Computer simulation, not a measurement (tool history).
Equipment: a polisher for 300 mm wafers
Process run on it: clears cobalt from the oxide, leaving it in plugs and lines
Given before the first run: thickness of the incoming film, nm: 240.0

| run | hour | flow of slurry (ml/min) | pressure of the wafer on the pad (kPa) | speed of the pad under the wafer (m/s) | overpolish time after the end point (s) | time until the end point was called (s) | dishing of a wide line in a test structure (nm) |
|---|---|---|---|---|---|---|---|
| 1 | 0 | 290 | 9 | 1.22 | 17 | 46.886 | 48.681 |
| 2 | 6.5 | 290 | 9 | 1.22 | 21 | 49.265 | 53.609 |
| 3 | 13 | 290 | 8.3 | 1.22 | 16 | 51.75 | 45.332 |
| 4 | 18.1 | 290 | 8.3 | 1.22 | 11 | 51.899 | 34.788 |
| 5 | 21.5 | 290 | 6.9 | 1.22 | 11 | 60.273 | 31.643 |
| 6 | 28 | 220 | 6.9 | 1.22 | 11 | 61.956 | 29.922 |
| 7 | 35 | 205 | 6.9 | 1.24 | 9 | 61.658 | 26.27 |
| 8 | 41.8 | 200 | 6.9 | 1.24 | 8 | 60.744 | 23.463 |

Expected results for the next run?
| 9 | 49.4 | 195 | 6.9 | 1.24 | 7 | ? | ? |

time until the end point was called (s): 60.43
dishing of a wide line in a test structure (nm): 21.885
